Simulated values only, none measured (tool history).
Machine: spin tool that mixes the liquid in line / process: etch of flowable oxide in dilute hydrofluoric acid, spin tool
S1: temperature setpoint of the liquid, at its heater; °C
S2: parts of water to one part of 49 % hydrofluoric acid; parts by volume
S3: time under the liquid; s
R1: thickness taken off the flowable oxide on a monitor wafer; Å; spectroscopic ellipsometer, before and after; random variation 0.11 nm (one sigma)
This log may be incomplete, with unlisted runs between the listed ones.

run    day    S1   S2  S3      R1
  1  0.000  20.0  170  25  53.051
  2  0.262  23.5  170  25  60.860
  3  0.479  23.5  200  25  50.040
  4  0.558  25.5  200  25  54.631
  5  0.621  25.5  255  25  39.719
  6  0.971  25.5  255  25  39.654
  7  1.179  26.0  210  25  51.319
  8  1.412  26.5  175  25  65.740

For run 9, what comes out?
  9  1.750  27.0  155  25   ?

{"run 9": {"R1": 77.074}}
